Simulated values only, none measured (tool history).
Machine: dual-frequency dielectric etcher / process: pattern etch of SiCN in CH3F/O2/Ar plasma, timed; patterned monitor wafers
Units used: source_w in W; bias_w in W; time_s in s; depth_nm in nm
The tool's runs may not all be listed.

run	day	source_w	bias_w	time_s	depth_nm
1	0	490	98	60.5	30.788
2	0.142	490	98	60.5	31.01
3	0.167	490	98	60.5	30.914
4	0.504	430	98	60.5	28.939
5	0.575	480	99	60.5	30.743
6	0.875	480	99	60.5	30.64
7	0.929	510	100	60.5	32.018

Predict the results of run 8:
8	1.25	530	100	60.5	?

{"run 8": {"depth_nm": 32.473}}
